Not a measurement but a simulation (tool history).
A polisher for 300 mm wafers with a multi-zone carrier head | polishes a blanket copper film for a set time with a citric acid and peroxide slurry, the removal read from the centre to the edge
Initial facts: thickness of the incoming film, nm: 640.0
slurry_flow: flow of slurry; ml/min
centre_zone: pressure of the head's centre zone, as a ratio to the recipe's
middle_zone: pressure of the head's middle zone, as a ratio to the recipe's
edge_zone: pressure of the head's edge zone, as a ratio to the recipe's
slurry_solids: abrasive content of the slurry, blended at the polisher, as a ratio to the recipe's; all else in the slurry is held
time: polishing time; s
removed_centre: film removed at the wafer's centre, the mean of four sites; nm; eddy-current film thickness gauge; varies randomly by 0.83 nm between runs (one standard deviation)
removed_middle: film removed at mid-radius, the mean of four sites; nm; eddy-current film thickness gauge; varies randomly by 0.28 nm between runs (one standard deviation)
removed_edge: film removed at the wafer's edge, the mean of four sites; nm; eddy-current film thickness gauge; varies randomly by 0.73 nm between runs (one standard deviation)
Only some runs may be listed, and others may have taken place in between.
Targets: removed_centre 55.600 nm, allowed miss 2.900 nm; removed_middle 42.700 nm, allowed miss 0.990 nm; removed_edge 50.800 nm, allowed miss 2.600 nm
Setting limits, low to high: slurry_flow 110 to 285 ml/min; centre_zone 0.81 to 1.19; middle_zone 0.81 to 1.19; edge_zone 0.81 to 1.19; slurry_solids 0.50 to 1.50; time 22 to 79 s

run  hour  slurry_flow  centre_zone  middle_zone  edge_zone  slurry_solids  time  removed_centre  removed_middle  removed_edge
  1   0.0          180         1.00         1.00       1.00           1.00    50          65.102          60.699        65.852
  2   2.1          170         1.01         0.94       0.96           0.85    49          59.494          54.146        58.672
  3   9.8          160         1.04         0.90       0.97           0.75    48          59.483          49.655        55.656
  4  13.1          150         1.04         0.87       0.97           0.70    48          54.908          45.985        53.029
  5  20.0          150         1.04         0.87       0.97           0.70    39          44.248          37.499        44.219
  6  26.4          190         1.04         0.87       0.97           0.70    39          46.787          39.092        46.112
  7  30.9          210         1.06         0.88       0.98           0.70    39          49.776          40.646        45.668
  8  34.3          220         1.07         0.87       1.02           0.75    39          51.895          41.351        48.553
  9  37.1          230         1.08         0.87       1.03           0.75    39          51.178          40.948        48.351

5 next moves are on the table. One of them brings every result within its allowed miss. Which?
  A  39.9          185         1.04         0.89       1.01           1.00    36               ?               ?             ?
  B  39.9          225         1.11         0.81       0.98           0.95    38               ?               ?             ?
  C  39.9          285         1.17         0.98       1.03           0.55    38               ?               ?             ?
  D  39.9          225         1.06         0.87       0.94           0.80    42               ?               ?             ?
  E  39.9          235         1.13         0.88       1.07           0.50    45               ?               ?             ?

move  removed_centre  removed_middle  removed_edge
   A          46.757          40.582        46.877
   B          53.731          40.442        49.271
   C          50.488          41.682        44.332
   D          54.209          45.181        51.039
   E          54.749          43.116        51.200
A: misses by more than the last run did
B: misses by more than the last run did
C: misses by more than the last run did
D: takes the biggest miss from the last run beyond its target
E: all results land within tolerance of their targets
Correct choice: E, which meets every target
